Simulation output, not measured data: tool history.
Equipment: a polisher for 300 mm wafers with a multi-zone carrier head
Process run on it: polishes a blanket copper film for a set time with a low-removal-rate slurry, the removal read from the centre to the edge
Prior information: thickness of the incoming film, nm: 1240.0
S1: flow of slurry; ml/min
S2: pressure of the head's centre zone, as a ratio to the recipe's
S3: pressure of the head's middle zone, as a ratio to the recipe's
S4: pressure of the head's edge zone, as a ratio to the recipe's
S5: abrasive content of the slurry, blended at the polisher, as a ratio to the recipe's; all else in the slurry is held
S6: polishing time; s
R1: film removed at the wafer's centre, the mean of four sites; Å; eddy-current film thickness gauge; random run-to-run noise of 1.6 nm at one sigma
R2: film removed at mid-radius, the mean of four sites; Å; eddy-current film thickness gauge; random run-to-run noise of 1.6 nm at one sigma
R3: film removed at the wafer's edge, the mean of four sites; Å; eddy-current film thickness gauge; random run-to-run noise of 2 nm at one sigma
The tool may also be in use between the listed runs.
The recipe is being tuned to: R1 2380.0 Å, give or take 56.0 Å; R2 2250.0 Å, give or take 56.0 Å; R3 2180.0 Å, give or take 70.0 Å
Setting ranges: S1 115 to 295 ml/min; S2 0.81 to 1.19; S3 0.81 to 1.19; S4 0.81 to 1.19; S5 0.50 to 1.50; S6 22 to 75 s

run	hour	S1	S2	S3	S4	S5	S6	R1	R2	R3
1	0.0	190	1.00	1.00	1.00	1.00	48	1686.5	1687.7	1683.2
2	3.6	190	1.00	0.93	1.00	1.00	48	1686.9	1595.9	1686.7
3	5.1	210	1.04	0.99	1.05	1.15	49	1879.8	1774.1	1824.9
4	6.7	220	1.07	1.03	1.08	1.25	50	2030.9	1947.8	1931.1
5	12.8	230	1.09	1.05	1.11	1.35	50	2093.8	1962.7	1975.3
6	19.3	240	1.10	1.08	1.13	1.40	51	2182.2	2118.6	2079.1
7	25.2	250	1.12	1.09	1.14	1.45	51	2224.0	2131.9	2130.3
8	29.9	255	1.14	1.10	1.14	1.45	51	2294.0	2156.6	2064.9
9	31.2	260	1.14	1.10	1.15	1.45	51	2320.0	2145.6	2094.9

Consider the 4 candidate settings below. Which is the only one whose results all fall within their allowed miss of target?
A	32.5	250	1.06	1.08	1.19	1.25	57	?	?	?
B	32.5	260	1.17	1.09	1.18	1.50	51	?	?	?
C	32.5	280	1.15	0.92	1.19	1.40	53	?	?	?
D	32.5	280	1.14	1.13	1.15	1.45	52	?	?	?

move	R1	R2	R3
A	2313.3	2287.4	2301.6
B	2365.9	2156.9	2146.7
C	2402.4	1994.0	2221.6
D	2360.9	2253.4	2157.2
A: brings the result that was furthest off to its target, and leaves another outside
B: nearer the targets than the last run, but a result is still out of spec
C: moves away from the targets compared with the last run
D: in spec on every target
Correct choice: D, which meets every target
